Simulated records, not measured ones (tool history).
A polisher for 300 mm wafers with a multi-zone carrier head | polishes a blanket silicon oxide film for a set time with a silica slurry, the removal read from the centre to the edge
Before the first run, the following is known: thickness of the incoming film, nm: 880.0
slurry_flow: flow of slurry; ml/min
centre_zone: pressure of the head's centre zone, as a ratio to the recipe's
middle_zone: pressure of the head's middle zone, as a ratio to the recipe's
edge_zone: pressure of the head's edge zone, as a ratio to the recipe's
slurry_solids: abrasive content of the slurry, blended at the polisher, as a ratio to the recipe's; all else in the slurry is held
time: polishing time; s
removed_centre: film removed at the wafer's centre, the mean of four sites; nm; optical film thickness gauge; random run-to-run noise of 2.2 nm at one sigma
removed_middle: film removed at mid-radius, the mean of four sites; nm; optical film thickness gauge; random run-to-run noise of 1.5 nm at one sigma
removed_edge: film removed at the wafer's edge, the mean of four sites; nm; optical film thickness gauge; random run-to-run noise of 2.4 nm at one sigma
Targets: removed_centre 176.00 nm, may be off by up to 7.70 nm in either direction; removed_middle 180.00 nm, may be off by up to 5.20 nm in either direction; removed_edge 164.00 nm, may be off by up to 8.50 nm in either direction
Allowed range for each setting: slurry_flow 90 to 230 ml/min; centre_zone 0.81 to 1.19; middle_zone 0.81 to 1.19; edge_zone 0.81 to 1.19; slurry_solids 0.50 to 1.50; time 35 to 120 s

run	hour	slurry_flow	centre_zone	middle_zone	edge_zone	slurry_solids	time	removed_centre	removed_middle	removed_edge
1	0.0	150	1.00	1.00	1.00	1.00	77	262.68	254.00	261.86
2	6.4	150	1.00	1.00	0.98	0.95	76	244.47	244.99	251.50
3	9.9	150	1.02	1.01	0.97	0.90	75	240.50	232.10	234.70
4	16.6	150	1.02	1.02	0.96	0.85	75	233.68	225.68	221.39
5	18.7	150	1.02	1.02	0.91	0.85	75	229.41	227.29	222.32
6	20.6	150	1.02	1.02	0.90	0.80	75	223.81	215.05	210.71
7	29.6	150	1.02	1.03	0.89	0.75	75	207.95	206.64	201.63
8	35.6	150	1.02	1.04	0.88	0.75	75	210.40	208.93	200.08
9	41.6	150	1.02	1.04	0.87	0.75	75	211.06	209.01	197.63
10	48.3	145	1.02	1.04	0.86	0.75	75	210.03	204.49	194.41
11	54.6	120	0.98	1.08	0.81	0.50	74	117.16	127.03	114.07
12	58.6	120	0.98	1.08	0.81	0.50	74	117.56	125.23	110.54
13	64.5	130	0.98	1.08	0.81	0.50	74	119.13	127.70	112.20
14	71.8	140	0.99	1.08	0.83	0.50	74	123.92	130.62	115.16
15	75.0	180	1.07	1.17	0.93	0.75	75	224.64	235.81	206.69
16	76.2	180	1.07	1.17	0.93	0.75	75	228.24	236.58	206.19
17	78.3	170	1.07	1.17	0.93	0.75	75	224.93	235.27	200.82
18	85.2	130	0.97	1.07	0.83	0.55	75	137.37	148.96	134.66
19	92.6	135	0.97	1.07	0.83	0.55	75	141.02	150.98	139.64
20	100.5	140	0.97	1.07	0.83	0.55	75	136.40	150.19	133.20
21	106.5	145	0.97	1.06	0.83	0.55	75	141.94	148.72	135.55
22	113.5	185	1.01	1.14	0.93	0.70	75	201.19	219.08	194.28
23	121.4	180	1.01	1.14	0.93	0.70	75	202.97	218.04	193.27

4 candidate next runs follow, results not yet known. Just one meets every target within its allowed miss. Identify it.
A	129.3	230	1.02	1.09	0.93	0.65	68	?	?	?
B	129.3	130	1.19	1.12	0.88	0.65	70	?	?	?
C	129.3	185	1.05	1.14	0.89	0.85	50	?	?	?
D	129.3	175	1.13	1.19	0.84	0.60	70	?	?	?

move	removed_centre	removed_middle	removed_edge
A	179.77	181.90	166.51
B	195.80	175.41	157.63
C	167.36	171.44	149.71
D	180.11	177.87	147.00
A: in spec on every target
B: brings the last run's worst result on target, with another outside its allowed miss
C: carries the result that was furthest off beyond its target, to the other side
D: brings the last run's worst result on target, with another outside its allowed miss
So the answer is move A, the one that meets all the targets.
